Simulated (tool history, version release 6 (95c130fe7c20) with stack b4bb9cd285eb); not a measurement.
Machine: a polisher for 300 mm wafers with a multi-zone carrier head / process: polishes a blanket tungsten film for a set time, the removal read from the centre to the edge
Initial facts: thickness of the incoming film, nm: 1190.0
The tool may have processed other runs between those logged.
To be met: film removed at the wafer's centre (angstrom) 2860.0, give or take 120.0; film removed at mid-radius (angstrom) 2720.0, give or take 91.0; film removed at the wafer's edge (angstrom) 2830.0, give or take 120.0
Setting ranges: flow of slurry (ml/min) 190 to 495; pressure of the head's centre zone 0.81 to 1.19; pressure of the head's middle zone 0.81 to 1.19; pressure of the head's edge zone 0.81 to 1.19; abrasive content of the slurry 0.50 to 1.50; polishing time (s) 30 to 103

| run | hour | flow of slurry (ml/min) | pressure of the head's centre zone | pressure of the head's middle zone | pressure of the head's edge zone | abrasive content of the slurry | polishing time (s) | film removed at the wafer's centre (angstrom) | film removed at mid-radius (angstrom) | film removed at the wafer's edge (angstrom) |
|---|---|---|---|---|---|---|---|---|---|---|
| 1 | 0.0 | 320 | 1.00 | 1.00 | 1.00 | 1.00 | 66 | 3430.0 | 3262.6 | 3324.1 |
| 2 | 1.2 | 320 | 0.98 | 0.97 | 0.97 | 0.90 | 65 | 3129.3 | 3067.6 | 3240.5 |
| 3 | 9.4 | 320 | 0.98 | 0.97 | 0.97 | 0.90 | 79 | 3873.9 | 3670.2 | 3959.7 |
| 4 | 14.1 | 265 | 0.98 | 0.97 | 0.97 | 0.90 | 79 | 3775.3 | 3570.4 | 3759.8 |
| 5 | 21.7 | 245 | 0.99 | 0.96 | 0.95 | 0.80 | 76 | 3440.1 | 3367.4 | 3521.6 |
| 6 | 27.8 | 230 | 1.02 | 0.94 | 0.93 | 0.70 | 73 | 3242.7 | 2967.7 | 3210.3 |
| 7 | 36.5 | 220 | 1.02 | 0.94 | 0.91 | 0.65 | 72 | 3102.9 | 2838.1 | 3029.8 |
| 8 | 37.8 | 215 | 1.01 | 0.94 | 0.89 | 0.65 | 72 | 3150.7 | 2860.4 | 2989.4 |

Which of these 4 next moves meets every target?
| A | 39.1 | 190 | 0.96 | 0.95 | 0.87 | 0.55 | 66 | ? | ? | ? |
| B | 39.1 | 210 | 0.95 | 0.92 | 0.99 | 0.55 | 69 | ? | ? | ? |
| C | 39.1 | 190 | 1.03 | 0.99 | 0.96 | 0.50 | 73 | ? | ? | ? |
| D | 39.1 | 240 | 1.06 | 1.05 | 0.81 | 0.80 | 58 | ? | ? | ? |

| move | film removed at the wafer's centre (angstrom) | film removed at mid-radius (angstrom) | film removed at the wafer's edge (angstrom) |
|---|---|---|---|
| A | 2498.9 | 2459.9 | 2576.0 |
| B | 2637.1 | 2551.4 | 2848.3 |
| C | 2879.5 | 2728.5 | 2852.7 |
| D | 2837.4 | 2727.1 | 2547.0 |
A: the result that was furthest off in the last run now lies on the other side of its target
B: the result that was furthest off in the last run now lies on the other side of its target
C: every result lands within tolerance
D: puts the biggest miss on target and leaves a different result outside tolerance
Correct choice: C, which meets every target

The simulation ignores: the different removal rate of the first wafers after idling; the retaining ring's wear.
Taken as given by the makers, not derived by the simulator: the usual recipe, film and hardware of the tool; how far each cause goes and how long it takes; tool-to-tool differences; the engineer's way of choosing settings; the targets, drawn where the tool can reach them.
